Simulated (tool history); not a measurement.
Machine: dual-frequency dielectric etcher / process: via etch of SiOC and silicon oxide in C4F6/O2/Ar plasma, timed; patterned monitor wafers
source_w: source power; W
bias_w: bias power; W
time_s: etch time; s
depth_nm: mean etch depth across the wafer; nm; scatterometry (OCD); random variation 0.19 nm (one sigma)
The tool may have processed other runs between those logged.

run	hour	source_w	bias_w	time_s	depth_nm
1	0.0	420	146	41.5	48.931
2	7.6	420	146	38.0	44.601
3	10.2	420	164	38.0	46.007
4	17.7	460	164	38.0	47.108
5	24.3	490	175	39.0	49.917
6	29.8	510	181	39.0	51.004
7	35.8	530	186	39.0	52.182

Run 8 is up next; what results do you expect?
8	37.1	540	188	39.0	?

depth_nm: 52.464 nm
